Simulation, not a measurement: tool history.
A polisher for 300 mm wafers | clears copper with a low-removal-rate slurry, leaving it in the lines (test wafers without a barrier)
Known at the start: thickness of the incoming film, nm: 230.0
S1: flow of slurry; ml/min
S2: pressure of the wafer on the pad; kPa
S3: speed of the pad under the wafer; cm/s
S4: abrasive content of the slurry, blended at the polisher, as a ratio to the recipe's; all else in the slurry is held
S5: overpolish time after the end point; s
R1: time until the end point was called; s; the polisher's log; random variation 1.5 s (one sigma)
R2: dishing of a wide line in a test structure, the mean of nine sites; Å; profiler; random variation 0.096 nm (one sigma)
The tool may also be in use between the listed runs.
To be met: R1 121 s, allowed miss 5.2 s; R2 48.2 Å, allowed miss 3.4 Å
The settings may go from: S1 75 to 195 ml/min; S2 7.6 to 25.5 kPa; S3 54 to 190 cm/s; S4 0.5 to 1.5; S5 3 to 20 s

Run 1, hour 0: S1 125 ml/min, S2 16.5 kPa, S3 122 cm/s, S4 1, S5 10 s. Result: R1 86.736 s, R2 212.55 Å.
Run 2, hour 3: S1 125 ml/min, S2 16.5 kPa, S3 136 cm/s, S4 1, S5 10 s. Result: R1 77.745 s, R2 234.35 Å.
Run 3, hour 6.1: S1 125 ml/min, S2 16.5 kPa, S3 136 cm/s, S4 1, S5 14 s. Result: R1 78.731 s, R2 311.57 Å.
Run 4, hour 14.4: S1 95 ml/min, S2 16.5 kPa, S3 136 cm/s, S4 1, S5 14 s. Result: R1 85.113 s, R2 291.16 Å.
Run 5, hour 22.1: S1 90 ml/min, S2 14.5 kPa, S3 142 cm/s, S4 0.85, S5 11 s. Result: R1 97.7 s, R2 205.47 Å.
Run 6, hour 26.7: S1 90 ml/min, S2 10.3 kPa, S3 142 cm/s, S4 0.85, S5 11 s. Result: R1 137.53 s, R2 149.32 Å.
Run 7, hour 32.9: S1 85 ml/min, S2 9.7 kPa, S3 144 cm/s, S4 1, S5 9 s. Result: R1 137.26 s, R2 122.42 Å.
Run 8, hour 40.4: S1 80 ml/min, S2 9 kPa, S3 146 cm/s, S4 1.15, S5 7 s. Result: R1 145.48 s, R2 94.707 Å.
Run 9, hour 45.8: S1 80 ml/min, S2 9 kPa, S3 150 cm/s, S4 1.25, S5 6 s. Result: R1 134.08 s, R2 82.471 Å.
Run 10, hour 54.2: S1 80 ml/min, S2 8.3 kPa, S3 154 cm/s, S4 1.3, S5 5 s. Result: R1 143.33 s, R2 66.483 Å.
Run 11, hour 58.9: S1 100 ml/min, S2 8.3 kPa, S3 156 cm/s, S4 1.35, S5 4 s. Result: R1 132.08 s, R2 59.543 Å.
Run 12, hour 62.8: S1 110 ml/min, S2 8.3 kPa, S3 156 cm/s, S4 1.4, S5 4 s. Result: R1 126.26 s, R2 62.085 Å.
Run 13, hour 70.4: S1 130 ml/min, S2 8.3 kPa, S3 150 cm/s, S4 1.45, S5 4 s. Result: R1 123.63 s, R2 58.537 Å.
Run 14, hour 73.9: S1 140 ml/min, S2 8.3 kPa, S3 148 cm/s, S4 1.45, S5 4 s. Result: R1 123.29 s, R2 61.79 Å.
Run 15, hour 74.6: S1 135 ml/min, S2 8.3 kPa, S3 152 cm/s, S4 1.45, S5 4 s. Result: R1 122.4 s, R2 61.244 Å.
Run 16, hour 82: S1 150 ml/min, S2 8.3 kPa, S3 148 cm/s, S4 1.45, S5 4 s. Result: R1 124.66 s, R2 62.489 Å.
Run 17, hour 86.6: S1 130 ml/min, S2 8.3 kPa, S3 152 cm/s, S4 1.45, S5 4 s. Result: R1 123.71 s, R2 61.699 Å.
Run 18, hour 93.8: S1 135 ml/min, S2 8.3 kPa, S3 152 cm/s, S4 1.45, S5 4 s. Result: R1 121.23 s, R2 63.286 Å.
Run 19, hour 99.7: S1 130 ml/min, S2 8.3 kPa, S3 154 cm/s, S4 1.45, S5 4 s. Result: R1 121.92 s, R2 64.548 Å.
Run 20, hour 108.6: S1 145 ml/min, S2 8.3 kPa, S3 146 cm/s, S4 1.45, S5 4 s. Result: R1 122.75 s, R2 59.4 Å.
Run 21, hour 110.3: S1 180 ml/min, S2 7.6 kPa, S3 134 cm/s, S4 1.5, S5 3 s. Result: R1 137.97 s, R2 41.327 Å.
Run 22, hour 112: S1 180 ml/min, S2 8.3 kPa, S3 134 cm/s, S4 1.5, S5 3 s. Result: R1 131.07 s, R2 44.229 Å.

Which of these 5 next moves meets every target?
Run A, hour 113.7: S1 170 ml/min, S2 7.6 kPa, S3 138 cm/s, S4 1.4, S5 3 s. Result: R1 ?, R2 ?.
Run B, hour 113.7: S1 175 ml/min, S2 7.6 kPa, S3 136 cm/s, S4 1.5, S5 3 s. Result: R1 ?, R2 ?.
Run C, hour 113.7: S1 180 ml/min, S2 7.6 kPa, S3 140 cm/s, S4 1.45, S5 3 s. Result: R1 ?, R2 ?.
Run D, hour 113.7: S1 190 ml/min, S2 9.7 kPa, S3 124 cm/s, S4 1.5, S5 3 s. Result: R1 ?, R2 ?.
Run E, hour 113.7: S1 195 ml/min, S2 9.7 kPa, S3 96 cm/s, S4 1.45, S5 4 s. Result: R1 ?, R2 ?.

move      R1      R2
   A   137.9  41.928
   B  136.85  42.243
   C  133.59  43.252
   D  117.77  49.044
   E  151.53  50.779
A: further off than the last run
B: further off than the last run
C: further off than the last run
D: meets every target
E: further off than the last run
Move D is the one to make.
